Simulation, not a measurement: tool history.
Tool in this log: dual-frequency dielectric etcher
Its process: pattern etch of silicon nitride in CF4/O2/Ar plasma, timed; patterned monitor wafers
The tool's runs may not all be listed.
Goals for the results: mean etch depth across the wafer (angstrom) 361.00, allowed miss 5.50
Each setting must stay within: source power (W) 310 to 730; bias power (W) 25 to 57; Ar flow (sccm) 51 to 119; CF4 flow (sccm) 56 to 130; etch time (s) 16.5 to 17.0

| run | hour | source power (W) | bias power (W) | Ar flow (sccm) | CF4 flow (sccm) | etch time (s) | mean etch depth across the wafer (angstrom) |
|---|---|---|---|---|---|---|---|
| 1 | 0.0 | 520 | 41 | 85 | 93 | 16.5 | 324.35 |
| 2 | 7.4 | 450 | 41 | 85 | 93 | 16.5 | 279.61 |
| 3 | 10.2 | 450 | 47 | 85 | 93 | 16.5 | 292.09 |
| 4 | 18.7 | 450 | 41 | 85 | 93 | 16.5 | 278.49 |
| 5 | 24.9 | 460 | 41 | 85 | 93 | 16.5 | 284.56 |
| 6 | 26.5 | 470 | 41 | 85 | 93 | 16.5 | 291.90 |
| 7 | 34.7 | 470 | 41 | 85 | 93 | 16.5 | 292.35 |
| 8 | 36.9 | 480 | 41 | 85 | 93 | 16.5 | 297.08 |
| 9 | 39.9 | 490 | 41 | 85 | 93 | 16.5 | 304.99 |
| 10 | 48.2 | 500 | 41 | 85 | 93 | 16.5 | 312.47 |
| 11 | 56.5 | 600 | 41 | 85 | 93 | 16.5 | 377.86 |
| 12 | 60.0 | 590 | 41 | 85 | 93 | 16.5 | 369.06 |

Exactly one of the 4 candidate moves below puts every result within its allowed miss. Which one?
| A | 63.5 | 600 | 38 | 92 | 111 | 16.5 | ? |
| B | 63.5 | 610 | 40 | 88 | 84 | 16.5 | ? |
| C | 63.5 | 570 | 39 | 87 | 94 | 17.0 | ? |
| D | 63.5 | 590 | 39 | 79 | 75 | 16.5 | ? |

| move | mean etch depth across the wafer (angstrom) |
|---|---|
| A | 374.67 |
| B | 369.53 |
| C | 360.66 |
| D | 349.82 |
A: lands further from the targets than the last run did
B: lands further from the targets than the last run did
C: meets every target
D: moves the result that the last run missed by most past its target, out the other side
Go with C: it meets all targets.
